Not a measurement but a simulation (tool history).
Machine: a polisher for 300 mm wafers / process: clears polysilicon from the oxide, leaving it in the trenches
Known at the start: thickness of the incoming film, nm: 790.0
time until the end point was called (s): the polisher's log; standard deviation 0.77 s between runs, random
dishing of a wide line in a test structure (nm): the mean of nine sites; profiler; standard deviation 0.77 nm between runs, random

run,hour,flow of slurry (ml/min),pressure of the wafer on the pad (psi),speed of the pad under the wafer (m/s),overpolish time after the end point (s),time until the end point was called (s),dishing of a wide line in a test structure (nm)
1,0.0,250,1.9,0.98,28,69.583,53.521
2,4.8,250,1.9,0.98,39,71.009,53.574
3,11.8,250,1.9,0.98,31,69.526,53.323
4,14.5,250,1.5,0.98,31,84.174,55.011
5,16.6,250,1.5,0.98,42,84.839,54.879
6,25.4,250,1.8,0.88,33,81.927,53.309
7,33.7,265,2.1,0.78,26,79.031,51.918
8,38.5,300,2.3,0.70,21,79.951,51.237
9,44.8,290,2.5,0.64,18,78.847,50.106
10,48.7,255,2.6,0.60,15,80.442,48.766

Run 11 is up next; what results do you expect?
11,56.1,225,2.7,0.58,13,?,?

{"run 11": {"time until the end point was called (s)": 82.013, "dishing of a wide line in a test structure (nm)": 47.097}}
